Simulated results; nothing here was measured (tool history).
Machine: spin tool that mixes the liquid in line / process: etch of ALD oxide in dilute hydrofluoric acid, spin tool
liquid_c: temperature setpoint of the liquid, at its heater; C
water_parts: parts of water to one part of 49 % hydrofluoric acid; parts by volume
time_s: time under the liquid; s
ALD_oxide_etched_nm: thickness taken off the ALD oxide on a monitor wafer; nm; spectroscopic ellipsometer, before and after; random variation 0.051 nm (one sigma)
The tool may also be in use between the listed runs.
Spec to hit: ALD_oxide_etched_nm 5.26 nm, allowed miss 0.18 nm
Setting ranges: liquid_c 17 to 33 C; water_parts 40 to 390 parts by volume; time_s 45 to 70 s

{"run": 1, "hour": 0.0, "liquid_c": 25, "water_parts": 215, "time_s": 70, "ALD_oxide_etched_nm": 3.4301}
{"run": 2, "hour": 6.2, "liquid_c": 26, "water_parts": 210, "time_s": 70, "ALD_oxide_etched_nm": 3.6713}
{"run": 3, "hour": 14.4, "liquid_c": 26.5, "water_parts": 205, "time_s": 70, "ALD_oxide_etched_nm": 3.9226}
{"run": 4, "hour": 18.9, "liquid_c": 26.5, "water_parts": 205, "time_s": 45, "ALD_oxide_etched_nm": 2.4894}
{"run": 5, "hour": 25.1, "liquid_c": 26.5, "water_parts": 230, "time_s": 45, "ALD_oxide_etched_nm": 2.1489}
{"run": 6, "hour": 32.3, "liquid_c": 26.5, "water_parts": 150, "time_s": 45, "ALD_oxide_etched_nm": 3.626}
{"run": 7, "hour": 38.3, "liquid_c": 26.5, "water_parts": 140, "time_s": 45, "ALD_oxide_etched_nm": 3.8791}
{"run": 8, "hour": 42.4, "liquid_c": 26.5, "water_parts": 135, "time_s": 45, "ALD_oxide_etched_nm": 4.0066}
{"run": 9, "hour": 48.2, "liquid_c": 26.5, "water_parts": 130, "time_s": 45, "ALD_oxide_etched_nm": 4.2234}
{"run": 10, "hour": 55.8, "liquid_c": 26.5, "water_parts": 125, "time_s": 45, "ALD_oxide_etched_nm": 4.5294}
{"hour": 57.1, "done": "thermometer replaced"}
{"run": 11, "hour": 57.1, "liquid_c": 26.5, "water_parts": 120, "time_s": 45, "ALD_oxide_etched_nm": 4.8706}

Below are 5 possible settings for the next run. Only one of them brings all results inside the allowed miss of their targets. Which is it?
{"run": "A", "hour": 58.4, "liquid_c": 20.5, "water_parts": 95, "time_s": 45, "ALD_oxide_etched_nm": "?"}
{"run": "B", "hour": 58.4, "liquid_c": 25.5, "water_parts": 160, "time_s": 65, "ALD_oxide_etched_nm": "?"}
{"run": "C", "hour": 58.4, "liquid_c": 26.5, "water_parts": 155, "time_s": 65, "ALD_oxide_etched_nm": "?"}
{"run": "D", "hour": 58.4, "liquid_c": 24, "water_parts": 120, "time_s": 45, "ALD_oxide_etched_nm": "?"}
{"run": "E", "hour": 58.4, "liquid_c": 25.5, "water_parts": 115, "time_s": 45, "ALD_oxide_etched_nm": "?"}

move=A ALD_oxide_etched_nm=4.9276
move=B ALD_oxide_etched_nm=4.7705
move=C ALD_oxide_etched_nm=5.1416
move=D ALD_oxide_etched_nm=4.359
move=E ALD_oxide_etched_nm=4.8508
A: closes in on the targets versus the last run, not all within tolerance yet
B: further off than the last run
C: in spec on every target
D: further off than the last run
E: further off than the last run
The right move is C.

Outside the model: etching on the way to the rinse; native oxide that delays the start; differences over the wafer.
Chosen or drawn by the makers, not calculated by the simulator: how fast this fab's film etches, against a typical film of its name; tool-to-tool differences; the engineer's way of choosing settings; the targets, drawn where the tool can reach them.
